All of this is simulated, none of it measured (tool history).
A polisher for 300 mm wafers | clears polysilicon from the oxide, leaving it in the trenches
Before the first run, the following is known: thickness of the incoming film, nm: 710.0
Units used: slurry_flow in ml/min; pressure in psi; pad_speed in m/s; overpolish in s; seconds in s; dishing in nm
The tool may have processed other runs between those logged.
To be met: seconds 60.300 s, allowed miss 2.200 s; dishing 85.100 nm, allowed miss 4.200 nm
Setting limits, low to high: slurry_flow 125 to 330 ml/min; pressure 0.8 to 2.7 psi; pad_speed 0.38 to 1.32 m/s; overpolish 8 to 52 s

Run 1, hour 0.0: slurry_flow 210 ml/min, pressure 1.7 psi, pad_speed 0.84 m/s, overpolish 26 s. Result: seconds 104.580 s, dishing 72.471 nm.
Run 2, hour 2.1: slurry_flow 210 ml/min, pressure 1.3 psi, pad_speed 0.84 m/s, overpolish 26 s. Result: seconds 131.060 s, dishing 66.624 nm.
Run 3, hour 3.1: slurry_flow 210 ml/min, pressure 1.3 psi, pad_speed 0.76 m/s, overpolish 26 s. Result: seconds 142.960 s, dishing 64.048 nm.
Run 4, hour 11.8: slurry_flow 215 ml/min, pressure 1.8 psi, pad_speed 0.78 m/s, overpolish 25 s. Result: seconds 103.730 s, dishing 73.385 nm.
Run 5, hour 20.3: slurry_flow 190 ml/min, pressure 1.8 psi, pad_speed 0.78 m/s, overpolish 25 s. Result: seconds 106.260 s, dishing 71.333 nm.
Run 6, hour 29.2: slurry_flow 190 ml/min, pressure 1.7 psi, pad_speed 0.78 m/s, overpolish 25 s. Result: seconds 110.850 s, dishing 70.268 nm.
Run 7, hour 35.6: slurry_flow 190 ml/min, pressure 2.0 psi, pad_speed 0.80 m/s, overpolish 23 s. Result: seconds 93.822 s, dishing 71.018 nm.
Run 8, hour 40.6: slurry_flow 200 ml/min, pressure 2.2 psi, pad_speed 0.80 m/s, overpolish 24 s. Result: seconds 84.227 s, dishing 75.228 nm.
Run 9, hour 48.6: slurry_flow 205 ml/min, pressure 2.4 psi, pad_speed 0.82 m/s, overpolish 25 s. Result: seconds 75.563 s, dishing 77.523 nm.
At hour 55.0: head pressure recalibrated.
Run 10, hour 55.0: slurry_flow 205 ml/min, pressure 2.5 psi, pad_speed 0.84 m/s, overpolish 26 s. Result: seconds 63.937 s, dishing 82.255 nm.

Below are 4 possible settings for the next run. Only one of them brings all results inside the allowed miss of their targets. Which is it?
Run A, hour 61.4: slurry_flow 240 ml/min, pressure 2.4 psi, pad_speed 0.82 m/s, overpolish 19 s. Result: seconds ?, dishing ?.
Run B, hour 61.4: slurry_flow 225 ml/min, pressure 2.6 psi, pad_speed 0.86 m/s, overpolish 36 s. Result: seconds ?, dishing ?.
Run C, hour 61.4: slurry_flow 285 ml/min, pressure 2.7 psi, pad_speed 0.92 m/s, overpolish 15 s. Result: seconds ?, dishing ?.
Run D, hour 61.4: slurry_flow 245 ml/min, pressure 2.3 psi, pad_speed 0.88 m/s, overpolish 17 s. Result: seconds ?, dishing ?.

move  seconds  dishing
   A   66.676   75.877
   B   60.081   84.468
   C   53.956   75.357
   D   65.914   73.686
A: misses by more than the last run did
B: every result within its allowed miss
C: pushes the last run's worst result past its target
D: misses by more than the last run did
Answer: B
